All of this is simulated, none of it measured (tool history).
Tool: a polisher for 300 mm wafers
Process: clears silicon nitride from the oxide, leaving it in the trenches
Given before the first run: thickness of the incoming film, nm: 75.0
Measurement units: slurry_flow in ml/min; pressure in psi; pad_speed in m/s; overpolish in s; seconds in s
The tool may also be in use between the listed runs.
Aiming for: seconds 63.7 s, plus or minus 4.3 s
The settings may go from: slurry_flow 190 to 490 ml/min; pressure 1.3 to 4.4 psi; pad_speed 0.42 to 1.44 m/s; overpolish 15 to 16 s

run  hour  slurry_flow  pressure  pad_speed  overpolish  seconds
  1     0          315       2.8       0.92          15   107.64
  2   8.4          315       2.8       1.04          15   100.67
  3  17.3          315         3       1.06          15   88.885
  4  25.9          345         3       1.06          15   90.691
  5  26.5          345         3       1.06          16   88.531
  6  30.7          345       3.2       1.06          16   84.559
  7  33.4          345       3.4       1.08          16   81.664
  8  38.8          345       3.6        1.1          16   73.683

Which single option among these 4 for the next run brings every result within its allowed miss of target? Just one does.
  A  44.2          350       4.4       1.34          15        ?
  B  44.2          350         3       0.98          15        ?
  C  44.2          365       3.9       1.18          16        ?
  D  44.2          370       4.2       1.42          15        ?

move  seconds
   A   54.874
   B   97.859
   C   67.054
   D   54.918
A: takes the biggest miss from the last run beyond its target
B: further off than the last run
C: all results in spec
D: takes the biggest miss from the last run beyond its target
The move that meets every target is C.

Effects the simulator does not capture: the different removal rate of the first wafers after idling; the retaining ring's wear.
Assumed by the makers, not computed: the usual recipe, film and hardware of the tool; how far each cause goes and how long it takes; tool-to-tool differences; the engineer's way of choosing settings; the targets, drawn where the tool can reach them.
